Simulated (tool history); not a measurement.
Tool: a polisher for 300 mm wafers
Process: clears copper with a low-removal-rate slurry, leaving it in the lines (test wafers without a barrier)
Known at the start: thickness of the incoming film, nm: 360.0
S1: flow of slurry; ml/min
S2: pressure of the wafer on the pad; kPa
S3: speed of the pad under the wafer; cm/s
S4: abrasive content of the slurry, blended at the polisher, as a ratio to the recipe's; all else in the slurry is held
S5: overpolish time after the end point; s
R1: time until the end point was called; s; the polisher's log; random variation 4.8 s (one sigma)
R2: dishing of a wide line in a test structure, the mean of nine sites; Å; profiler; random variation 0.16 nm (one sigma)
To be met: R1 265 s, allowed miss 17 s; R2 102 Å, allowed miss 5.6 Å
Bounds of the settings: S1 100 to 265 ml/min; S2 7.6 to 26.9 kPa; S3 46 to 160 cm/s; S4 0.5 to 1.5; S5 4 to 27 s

| run | hour | S1 | S2 | S3 | S4 | S5 | R1 | R2 |
|---|---|---|---|---|---|---|---|---|
| 1 | 0 | 170 | 17.2 | 102 | 1 | 14 | 117.02 | 258.24 |
| 2 | 5.3 | 170 | 19.3 | 102 | 1 | 14 | 105.55 | 288.22 |
| 3 | 6.5 | 170 | 16.5 | 92 | 1 | 13 | 134.46 | 211.99 |
| 4 | 8.6 | 170 | 14.5 | 86 | 1 | 13 | 166.97 | 182.98 |
| 5 | 13.6 | 170 | 13.1 | 84 | 1 | 12 | 183.33 | 146.49 |
| 6 | 21.9 | 195 | 13.1 | 84 | 1 | 12 | 183.26 | 149.96 |
| 7 | 27.8 | 195 | 11.7 | 82 | 1 | 12 | 204.72 | 136.76 |
| 8 | 31.7 | 195 | 10.3 | 82 | 1 | 12 | 233.99 | 122.39 |
| 9 | 40.5 | 195 | 9.7 | 82 | 1 | 12 | 247.9 | 118.48 |
| 10 | 46.4 | 195 | 8.3 | 82 | 1 | 10 | 289.4 | 87.696 |

Which of these 4 next moves meets every target?
| A | 52.3 | 170 | 7.6 | 90 | 1.15 | 10 | ? | ? |
| B | 52.3 | 220 | 9 | 78 | 1.2 | 11 | ? | ? |
| C | 52.3 | 165 | 8.3 | 74 | 1 | 11 | ? | ? |
| D | 52.3 | 145 | 9 | 84 | 0.95 | 10 | ? | ? |

| move | R1 | R2 |
|---|---|---|
| A | 282.32 | 86.048 |
| B | 264.46 | 100.15 |
| C | 324.12 | 82.89 |
| D | 275.27 | 88.443 |
A: further off than the last run
B: meets every target
C: further off than the last run
D: nearer than the last run, and not there yet
Move B is the one to make.
